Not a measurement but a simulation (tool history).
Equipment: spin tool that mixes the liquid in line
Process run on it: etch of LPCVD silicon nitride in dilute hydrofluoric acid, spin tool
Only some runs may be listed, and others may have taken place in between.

run	hour	temperature setpoint of the liquid (°C)	parts of water to one part of 49 % hydrofluoric acid (parts by volume)	time under the liquid (s)	thickness taken off the LPCVD silicon nitride on a monitor wafer (angstrom)
1	0	21	90	290	13.724
2	0.8	21	90	310	15.576
3	3.2	20.5	95	305	13.032
4	5.1	23.5	95	305	15.076
5	13.7	21	95	305	13.563
6	21.6	20.5	100	305	12.749
7	30.1	20.5	105	300	11.461

What will run 8 give?
8	31.9	20.5	110	300	?

thickness taken off the LPCVD silicon nitride on a monitor wafer (angstrom): 11.859

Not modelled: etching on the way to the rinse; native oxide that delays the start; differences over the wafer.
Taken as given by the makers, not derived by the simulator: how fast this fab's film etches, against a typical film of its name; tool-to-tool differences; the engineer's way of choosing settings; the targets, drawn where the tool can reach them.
